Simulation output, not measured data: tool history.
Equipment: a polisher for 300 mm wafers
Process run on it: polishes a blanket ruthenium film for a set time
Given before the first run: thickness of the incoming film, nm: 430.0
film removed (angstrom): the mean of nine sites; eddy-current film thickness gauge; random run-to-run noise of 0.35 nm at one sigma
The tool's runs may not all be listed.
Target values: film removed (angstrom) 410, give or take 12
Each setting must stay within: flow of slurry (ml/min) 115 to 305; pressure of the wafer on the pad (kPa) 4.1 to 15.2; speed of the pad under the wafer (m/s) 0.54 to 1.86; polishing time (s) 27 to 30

run,hour,flow of slurry (ml/min),pressure of the wafer on the pad (kPa),speed of the pad under the wafer (m/s),polishing time (s),film removed (angstrom)
1,0,195,9.7,1.18,30,271.67
2,6.5,195,10.3,1.18,30,291.41
3,8.5,200,11,1.18,30,310.39
4,15.8,200,11,1.18,30,308.65
5,19.6,250,11,1.18,30,321.07
6,25.1,255,11.7,1.18,30,340.71
7,28.4,255,12.4,1.18,30,363.22
8,32.1,255,13.1,1.18,30,371.96

4 next moves are on the table. One of them brings every result within its allowed miss. Which?
A,35.8,205,15.2,1.26,27,?
B,35.8,260,13.8,1.04,29,?
C,35.8,250,13.1,1.4,30,?
D,35.8,275,13.8,1.14,30,?

move,film removed (angstrom)
A,404.49
B,337.86
C,441.73
D,384.15
A: all results in spec
B: lands further from the targets than the last run did
C: takes the biggest miss from the last run beyond its target
D: gains on the last run, yet a result remains outside its allowed miss
The right move is A.
